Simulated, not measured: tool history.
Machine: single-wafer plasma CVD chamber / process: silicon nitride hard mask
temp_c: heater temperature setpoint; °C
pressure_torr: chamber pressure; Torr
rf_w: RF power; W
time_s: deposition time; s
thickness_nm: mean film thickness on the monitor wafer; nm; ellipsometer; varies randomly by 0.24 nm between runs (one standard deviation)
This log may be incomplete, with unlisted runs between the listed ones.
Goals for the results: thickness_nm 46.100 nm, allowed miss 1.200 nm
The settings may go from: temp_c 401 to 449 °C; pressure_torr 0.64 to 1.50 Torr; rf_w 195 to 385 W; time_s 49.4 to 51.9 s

run	day	temp_c	pressure_torr	rf_w	time_s	thickness_nm
1	0.000	425	1.07	290	51.9	54.977
2	0.221	425	1.03	285	51.8	53.810
3	0.462	425	0.99	280	51.7	52.469
4	0.521	425	0.99	260	51.7	50.711
5	0.846	425	0.96	255	51.6	49.435
6	1.217	425	0.96	290	51.6	52.769
7	1.517	425	0.92	285	51.5	51.824
8	1.671	425	0.89	280	51.4	50.757
9	1.692	425	0.69	260	51.0	43.810

Pick the move, out of 5, that brings all results within their allowed miss; only one does.
A	1.712	436	0.67	325	51.9	?
B	1.712	425	0.68	270	49.4	?
C	1.712	415	0.64	265	49.4	?
D	1.712	423	0.73	245	49.4	?
E	1.712	424	0.71	265	51.9	?

move	thickness_nm
A	50.074
B	43.543
C	42.319
D	42.371
E	46.040
A: takes the biggest miss from the last run beyond its target
B: its largest miss is bigger than the last run's
C: its largest miss is bigger than the last run's
D: its largest miss is bigger than the last run's
E: all results land within tolerance of their targets
Go with E: it meets all targets.
